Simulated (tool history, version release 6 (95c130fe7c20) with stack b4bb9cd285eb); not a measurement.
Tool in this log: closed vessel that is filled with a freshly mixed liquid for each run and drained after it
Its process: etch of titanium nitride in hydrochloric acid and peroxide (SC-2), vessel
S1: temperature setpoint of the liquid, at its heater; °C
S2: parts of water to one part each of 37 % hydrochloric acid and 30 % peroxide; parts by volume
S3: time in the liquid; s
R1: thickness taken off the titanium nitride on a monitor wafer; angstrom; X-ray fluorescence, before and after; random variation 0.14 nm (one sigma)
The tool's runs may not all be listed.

run	hour	S1	S2	S3	R1
1	0.0	57.0	5.0	310	348.53
2	2.0	52.5	5.0	310	259.89
3	9.6	49.5	5.0	310	216.23
4	10.4	53.0	5.0	310	267.68
5	15.4	53.0	4.5	310	289.96
6	20.9	53.0	4.0	310	314.59
7	28.2	45.0	4.0	310	182.85

Forecast run 8:
8	36.2	44.0	4.0	310	?

Run 8 gave R1 169.61 angstrom.
